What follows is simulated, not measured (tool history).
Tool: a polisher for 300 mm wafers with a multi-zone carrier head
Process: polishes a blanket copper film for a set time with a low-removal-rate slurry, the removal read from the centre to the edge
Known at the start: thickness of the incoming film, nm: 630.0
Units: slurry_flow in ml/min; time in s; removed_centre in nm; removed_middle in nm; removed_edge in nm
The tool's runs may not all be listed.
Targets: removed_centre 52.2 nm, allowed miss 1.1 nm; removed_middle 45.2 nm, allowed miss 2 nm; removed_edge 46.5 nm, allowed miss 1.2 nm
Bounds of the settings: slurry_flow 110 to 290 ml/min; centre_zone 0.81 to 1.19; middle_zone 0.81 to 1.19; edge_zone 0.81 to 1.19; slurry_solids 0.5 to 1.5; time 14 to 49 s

run,day,slurry_flow,centre_zone,middle_zone,edge_zone,slurry_solids,time,removed_centre,removed_middle,removed_edge
1,0,185,1,1,1,1,31,85.222,84.635,84.121
2,0.296,185,1,1.06,1,1,31,85.132,86.103,85.705
3,0.504,185,1,1.11,1,1,31,85.225,89.436,83.352
4,0.792,185,1,1.11,1.06,1,31,86.3,91.843,86.154
5,0.942,185,1,1.05,1.06,1,31,86.469,87.483,85.022
6,1.154,160,1,1.05,1.06,1,31,82.53,85.22,84.126
7,1.45,210,0.96,0.95,0.96,0.75,22,57.367,55.946,57.032
8,1.479,160,1.01,0.86,0.86,0.5,20,49.062,43.251,46.348

5 next moves are on the table. One of them brings every result within its allowed miss. Which?
A,1.508,185,0.97,0.83,0.91,0.5,19,?,?,?
B,1.508,270,1.07,0.9,0.94,0.6,18,?,?,?
C,1.508,150,1.1,0.81,0.86,0.5,19,?,?,?
D,1.508,200,1.1,0.93,0.81,0.5,19,?,?,?
E,1.508,170,1.1,0.85,0.82,0.85,19,?,?,?

move,removed_centre,removed_middle,removed_edge
A,45.432,41.878,44.874
B,51.248,44.974,45.859
C,48.709,39.627,42.745
D,51.748,45.339,43.518
E,54.33,45.295,46.423
A: further off than the last run
B: meets every target
C: further off than the last run
D: brings the result that was furthest off to its target, and leaves another outside
E: takes the result that was furthest off past its target
Answer: B
